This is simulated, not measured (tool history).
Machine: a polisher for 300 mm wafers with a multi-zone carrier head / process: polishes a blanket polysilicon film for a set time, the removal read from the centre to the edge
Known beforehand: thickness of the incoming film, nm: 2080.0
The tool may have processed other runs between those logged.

| run | hour | flow of slurry (ml/min) | pressure of the head's centre zone | pressure of the head's middle zone | pressure of the head's edge zone | polishing time (s) | film removed at the wafer's centre (nm) | film removed at mid-radius (nm) | film removed at the wafer's edge (nm) |
|---|---|---|---|---|---|---|---|---|---|
| 1 | 0 | 240 | 1 | 1 | 1 | 76 | 544.57 | 509.76 | 492.22 |
| 2 | 5.3 | 240 | 1 | 1 | 1 | 57 | 404.21 | 382.18 | 384.95 |
| 3 | 13 | 250 | 1.03 | 1.03 | 1.05 | 69 | 509.5 | 470.35 | 469.99 |
| 4 | 16.3 | 265 | 1.06 | 1.07 | 1.08 | 76 | 583.52 | 544.24 | 523.78 |
| 5 | 21 | 275 | 1.08 | 1.09 | 1.11 | 82 | 647.52 | 594.2 | 581.72 |
| 6 | 29 | 285 | 1.1 | 1.12 | 1.12 | 86 | 691.74 | 653.47 | 591.67 |
| 7 | 35.2 | 285 | 1.11 | 1.12 | 1.14 | 89 | 726.14 | 660.13 | 620.94 |
| 8 | 39.7 | 290 | 1.11 | 1.13 | 1.15 | 92 | 752.08 | 698.53 | 655.48 |
|  | 44.5 | centre zone pressure recalibrated |
| 9 | 44.5 | 320 | 1.16 | 1.16 | 1.19 | 95 | 778.26 | 741.02 | 712.63 |

What will run 10 give?
| 10 | 46.9 | 315 | 1.17 | 1.16 | 1.18 | 95 | ? | ? | ? |

film removed at the wafer's centre (nm): 779.82
film removed at mid-radius (nm): 746.79
film removed at the wafer's edge (nm): 673.83
